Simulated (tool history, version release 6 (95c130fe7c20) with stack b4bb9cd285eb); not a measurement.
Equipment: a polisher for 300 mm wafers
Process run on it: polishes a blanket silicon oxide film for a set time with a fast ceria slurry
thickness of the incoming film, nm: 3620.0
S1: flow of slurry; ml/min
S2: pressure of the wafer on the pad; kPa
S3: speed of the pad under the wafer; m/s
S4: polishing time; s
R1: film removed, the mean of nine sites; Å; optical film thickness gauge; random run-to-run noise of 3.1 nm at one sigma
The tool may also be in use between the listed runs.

Run 1, hour 0.0: S1 180 ml/min, S2 11.0 kPa, S3 0.98 m/s, S4 59 s. Result: R1 5911.5 Å.
Run 2, hour 3.2: S1 180 ml/min, S2 11.0 kPa, S3 1.10 m/s, S4 59 s. Result: R1 6519.1 Å.
Run 3, hour 6.5: S1 180 ml/min, S2 11.0 kPa, S3 1.28 m/s, S4 59 s. Result: R1 7390.6 Å.
Run 4, hour 12.9: S1 180 ml/min, S2 12.4 kPa, S3 1.28 m/s, S4 59 s. Result: R1 8258.5 Å.
Run 5, hour 13.9: S1 205 ml/min, S2 12.4 kPa, S3 1.28 m/s, S4 59 s. Result: R1 8460.2 Å.
Run 6, hour 18.1: S1 195 ml/min, S2 10.3 kPa, S3 1.28 m/s, S4 59 s. Result: R1 6986.1 Å.
Run 7, hour 21.0: S1 190 ml/min, S2 9.0 kPa, S3 1.28 m/s, S4 59 s. Result: R1 6129.1 Å.
Run 8, hour 26.7: S1 185 ml/min, S2 8.3 kPa, S3 1.28 m/s, S4 59 s. Result: R1 5643.7 Å.
Run 9, hour 28.7: S1 175 ml/min, S2 8.3 kPa, S3 1.28 m/s, S4 59 s. Result: R1 5589.7 Å.
Run 10, hour 32.0: S1 160 ml/min, S2 8.3 kPa, S3 1.28 m/s, S4 59 s. Result: R1 5490.9 Å.
Run 11, hour 38.7: S1 150 ml/min, S2 8.3 kPa, S3 1.28 m/s, S4 59 s. Result: R1 5391.9 Å.

For run 12, what comes out?
Run 12, hour 44.4: S1 140 ml/min, S2 8.3 kPa, S3 1.28 m/s, S4 59 s. Result: R1 ?.

Logged for run 12: R1 5326.3 Å.
